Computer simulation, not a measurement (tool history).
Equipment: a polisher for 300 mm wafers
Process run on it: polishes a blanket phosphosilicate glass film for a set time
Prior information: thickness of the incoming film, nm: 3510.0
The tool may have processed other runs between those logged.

| run | hour | flow of slurry (ml/min) | pressure of the wafer on the pad (kPa) | speed of the pad under the wafer (cm/s) | abrasive content of the slurry | polishing time (s) | film removed (angstrom) |
|---|---|---|---|---|---|---|---|
| 1 | 0.0 | 235 | 15.9 | 110 | 1.00 | 77 | 4770.4 |
| 2 | 4.7 | 235 | 15.9 | 94 | 1.00 | 77 | 4251.6 |
| 3 | 7.1 | 235 | 14.5 | 86 | 1.00 | 77 | 3595.6 |
| 4 | 10.6 | 235 | 18.6 | 86 | 1.00 | 77 | 4649.2 |
| 5 | 16.9 | 235 | 18.6 | 86 | 1.00 | 81 | 4750.9 |
| 6 | 23.9 | 235 | 22.8 | 86 | 1.00 | 81 | 5908.8 |
| 7 | 24.9 | 220 | 18.6 | 56 | 0.75 | 80 | 2848.0 |
| 8 | 25.9 | 195 | 14.5 | 54 | 0.75 | 80 | 2128.8 |
| 9 | 28.7 | 185 | 10.3 | 54 | 0.75 | 80 | 1523.6 |
| 10 | 34.8 | 195 | 10.3 | 54 | 0.75 | 80 | 1561.0 |

Run 11, settings as shown, results not yet in. Your forecast:
| 11 | 41.9 | 205 | 10.3 | 54 | 0.75 | 80 | ? |

Run 11 gave film removed (angstrom) 1555.3.

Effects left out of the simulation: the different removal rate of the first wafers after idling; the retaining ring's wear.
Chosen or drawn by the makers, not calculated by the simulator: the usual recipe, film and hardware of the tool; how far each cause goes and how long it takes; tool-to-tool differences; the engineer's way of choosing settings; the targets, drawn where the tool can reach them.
